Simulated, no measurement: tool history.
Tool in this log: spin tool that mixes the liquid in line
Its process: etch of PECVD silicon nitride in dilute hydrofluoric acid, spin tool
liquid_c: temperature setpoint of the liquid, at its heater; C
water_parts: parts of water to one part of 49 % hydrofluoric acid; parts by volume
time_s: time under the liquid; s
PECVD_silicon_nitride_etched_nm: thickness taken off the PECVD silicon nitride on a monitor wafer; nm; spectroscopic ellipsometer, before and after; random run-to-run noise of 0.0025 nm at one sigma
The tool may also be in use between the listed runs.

run,day,liquid_c,water_parts,time_s,PECVD_silicon_nitride_etched_nm
1,0.000,25.0,290,45,0.26572
2,0.100,24.0,305,45,0.24467
3,0.212,23.5,325,45,0.21837
4,0.425,23.5,400,45,0.18360
5,0.700,23.0,405,45,0.17643
6,0.854,22.5,410,45,0.16391
7,0.962,22.0,415,45,0.16283

Run 8 comes next. What will it give?
# day 1.108: thermometer replaced
8,1.108,21.5,420,45,?

{"run 8": {"PECVD_silicon_nitride_etched_nm": 0.15822}}
